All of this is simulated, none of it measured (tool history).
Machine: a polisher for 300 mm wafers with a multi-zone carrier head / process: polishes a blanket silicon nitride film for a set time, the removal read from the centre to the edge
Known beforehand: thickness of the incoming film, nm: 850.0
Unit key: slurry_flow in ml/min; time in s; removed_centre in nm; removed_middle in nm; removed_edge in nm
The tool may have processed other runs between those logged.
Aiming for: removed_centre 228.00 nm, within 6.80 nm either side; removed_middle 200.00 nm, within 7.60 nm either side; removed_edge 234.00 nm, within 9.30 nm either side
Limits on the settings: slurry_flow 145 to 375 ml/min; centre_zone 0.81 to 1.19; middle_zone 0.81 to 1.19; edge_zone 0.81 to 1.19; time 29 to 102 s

run,day,slurry_flow,centre_zone,middle_zone,edge_zone,time,removed_centre,removed_middle,removed_edge
1,0.000,240,1.00,1.00,1.00,65,149.77,149.45,152.08
2,0.175,240,1.01,0.99,1.03,69,158.94,157.57,164.98
3,0.288,240,1.01,0.99,1.03,84,193.75,191.38,197.08
4,0.546,250,1.03,0.98,1.06,85,199.98,193.80,206.83
5,0.662,250,0.96,0.98,1.06,85,188.18,195.72,205.94
6,1.021,250,0.96,1.06,1.06,85,187.86,204.68,206.74
7,1.179,260,0.99,1.04,1.08,85,192.70,205.59,208.07
8,1.475,260,1.01,1.01,1.10,86,199.72,200.56,216.60
9,1.738,265,1.03,1.00,1.11,86,206.09,200.69,221.27
10,2.108,325,1.10,0.95,1.14,86,227.09,199.09,223.74
11,2.392,325,1.10,0.95,1.14,86,232.82,199.72,224.85
12,2.679,320,1.10,0.95,1.15,86,227.18,200.77,226.10

Pick the move, out of 4, that brings all results within their allowed miss; only one does.
A,2.967,350,1.17,1.06,1.19,82,?,?,?
B,2.967,315,1.19,1.01,1.04,84,?,?,?
C,2.967,315,1.07,0.91,1.18,88,?,?,?
D,2.967,325,1.14,1.00,1.10,86,?,?,?

move,removed_centre,removed_middle,removed_edge
A,235.28,209.53,220.31
B,241.16,204.30,208.58
C,226.86,198.86,233.24
D,237.63,208.64,220.37
A: the biggest miss grows against the last run
B: the biggest miss grows against the last run
C: every result within its allowed miss
D: the biggest miss grows against the last run
The move that meets every target is C.

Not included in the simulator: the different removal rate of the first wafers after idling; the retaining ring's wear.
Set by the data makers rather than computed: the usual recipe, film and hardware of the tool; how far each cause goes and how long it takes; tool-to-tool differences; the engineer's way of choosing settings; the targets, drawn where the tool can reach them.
